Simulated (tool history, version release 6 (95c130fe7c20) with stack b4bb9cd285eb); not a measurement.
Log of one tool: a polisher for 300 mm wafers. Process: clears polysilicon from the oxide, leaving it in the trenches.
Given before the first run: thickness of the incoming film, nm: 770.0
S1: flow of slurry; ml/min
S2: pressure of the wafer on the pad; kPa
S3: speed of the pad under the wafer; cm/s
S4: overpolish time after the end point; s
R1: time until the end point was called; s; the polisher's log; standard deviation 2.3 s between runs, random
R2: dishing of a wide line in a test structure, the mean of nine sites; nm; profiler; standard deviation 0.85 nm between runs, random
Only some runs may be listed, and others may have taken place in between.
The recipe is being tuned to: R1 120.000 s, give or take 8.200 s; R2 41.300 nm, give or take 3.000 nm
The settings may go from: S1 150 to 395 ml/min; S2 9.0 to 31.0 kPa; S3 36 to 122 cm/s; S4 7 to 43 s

run    day   S1    S2  S3  S4       R1      R2
  1  0.000  250  20.0  78  22   67.607  47.839
  2  0.242  250  17.2  78  22   75.144  47.757
  3  0.562  250  17.2  78  17   74.868  48.992
  4  0.717  250  16.5  76  20   80.871  49.542
  5  0.954  290  16.5  76  20   78.864  49.212
  6  1.288  270  16.5  72  23   85.147  48.377
  7  1.367  255  16.5  68  26   88.321  48.798
  8  1.675  240  16.5  64  28   94.678  47.585
  9  1.783  230  17.2  60  30   98.781  49.050
 10  2.021  235  15.9  62  32  100.740  48.494
 11  2.396  235  15.9  62  32  101.790  49.622
 12  2.454  235  12.4  60  22  128.630  45.100
 13  2.517  225  12.4  60  20  135.640  44.075

5 next moves are on the table. One of them brings every result within its allowed miss. Which?
  A  2.579  395  11.7  56  42   ?   ?
  B  2.579  305   9.0  82  30   ?   ?
  C  2.579  390   9.7  78  42   ?   ?
  D  2.579  260  13.1  68  23   ?   ?
  E  2.579  245  15.2  54  16   ?   ?

move       R1      R2
   A  143.720  50.178
   B  125.080  49.386
   C  121.710  50.546
   D  112.890  48.349
   E  125.570  43.114
A: the biggest miss grows against the last run
B: brings the result that was furthest off to its target, and leaves another outside
C: brings the result that was furthest off to its target, and leaves another outside
D: brings the result that was furthest off to its target, and leaves another outside
E: each result inside its tolerance
The move that meets every target is E.
